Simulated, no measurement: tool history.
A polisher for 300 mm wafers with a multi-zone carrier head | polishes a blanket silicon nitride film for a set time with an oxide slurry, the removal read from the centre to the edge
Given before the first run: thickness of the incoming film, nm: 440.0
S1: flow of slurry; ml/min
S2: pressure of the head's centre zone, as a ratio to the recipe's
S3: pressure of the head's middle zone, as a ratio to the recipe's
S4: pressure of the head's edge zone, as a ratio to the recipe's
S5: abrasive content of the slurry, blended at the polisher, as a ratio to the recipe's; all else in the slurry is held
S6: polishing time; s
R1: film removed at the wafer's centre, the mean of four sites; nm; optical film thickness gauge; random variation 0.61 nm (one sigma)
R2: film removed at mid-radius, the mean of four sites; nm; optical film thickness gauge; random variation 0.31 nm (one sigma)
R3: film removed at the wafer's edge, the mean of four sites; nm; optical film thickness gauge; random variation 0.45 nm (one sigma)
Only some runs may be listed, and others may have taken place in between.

run,hour,S1,S2,S3,S4,S5,S6,R1,R2,R3
1,0,315,1,1,1,1,58,34.756,34.975,34.8
2,5,320,1.04,1.01,1.04,1.1,58,36.85,36.422,37.275
3,13,320,1.04,1.01,1.04,1.1,70,45.293,44.239,44.917
4,18.5,320,1.04,1.01,1.04,1.2,70,45.262,45.913,46.197
5,26.2,320,1.04,1.01,1.04,1.2,83,54.959,54.573,55.027
6,32.9,375,1.04,1.01,1.04,1.2,83,56.553,55.079,54.89
7,37.6,380,1.02,0.97,1,1.1,83,52.355,51.459,50.936
8,42.1,385,1.03,0.93,0.98,1.05,83,52.481,48.769,51.923

Estimate the outcome of run 9 from the log above:
9,45.6,325,1.1,0.97,0.9,0.8,81,?,?,?

{"run 9": {"R1": 49.064, "R2": 43.415, "R3": 41.715}}
